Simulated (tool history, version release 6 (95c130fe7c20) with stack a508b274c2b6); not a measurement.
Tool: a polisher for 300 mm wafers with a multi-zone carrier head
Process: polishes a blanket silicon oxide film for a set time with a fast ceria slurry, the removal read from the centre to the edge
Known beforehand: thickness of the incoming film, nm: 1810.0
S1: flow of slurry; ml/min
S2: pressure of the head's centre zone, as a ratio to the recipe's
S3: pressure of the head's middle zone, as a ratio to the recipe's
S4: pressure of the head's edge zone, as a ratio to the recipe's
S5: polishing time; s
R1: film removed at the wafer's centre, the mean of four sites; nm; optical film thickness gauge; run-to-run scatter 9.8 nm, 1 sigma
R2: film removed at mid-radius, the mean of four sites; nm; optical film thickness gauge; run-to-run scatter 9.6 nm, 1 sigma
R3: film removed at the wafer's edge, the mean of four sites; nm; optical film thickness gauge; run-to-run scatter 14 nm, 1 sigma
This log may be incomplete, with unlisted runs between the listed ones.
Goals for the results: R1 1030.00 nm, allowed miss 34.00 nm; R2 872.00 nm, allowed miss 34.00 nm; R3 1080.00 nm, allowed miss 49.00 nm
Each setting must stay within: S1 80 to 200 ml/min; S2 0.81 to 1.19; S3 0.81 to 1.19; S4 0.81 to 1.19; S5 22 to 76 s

run  hour   S1    S2    S3    S4  S5      R1      R2      R3
  1   0.0  130  1.00  1.00  1.00  49  772.85  770.30  790.57
  2   4.7  135  1.01  0.98  1.04  51  828.90  796.25  829.63
  3  13.7  135  1.01  0.98  1.04  43  683.48  659.21  708.72
  4  14.6  135  1.01  0.95  1.07  47  753.36  732.92  768.68
  5  19.5  135  1.06  0.95  1.07  47  774.12  722.85  775.86
  6  22.2  135  1.06  0.95  1.07  58  956.71  866.96  985.16
  7  30.3  135  1.07  0.94  1.09  58  953.63  883.25  959.63
  8  35.8  130  1.07  0.91  1.08  59  971.19  858.20  983.91
  9  42.3  130  1.07  0.89  1.09  60  987.25  858.31  983.14

4 next moves are on the table. One of them brings every result within its allowed miss. Which?
  A  48.8  160  1.12  0.93  0.92  56   ?   ?   ?
  B  48.8  125  1.04  0.84  1.13  64   ?   ?   ?
  C  48.8  185  1.11  1.05  1.01  51   ?   ?   ?
  D  48.8  180  1.14  0.90  1.04  56   ?   ?   ?

move       R1      R2       R3
   A   998.97  864.31   900.91
   B  1023.90  864.30  1075.20
   C   929.56  893.19   862.66
   D  1034.30  857.76   956.64
A: misses by more than the last run did
B: hits every target within its allowed miss
C: misses by more than the last run did
D: misses by more than the last run did
The right move is B.
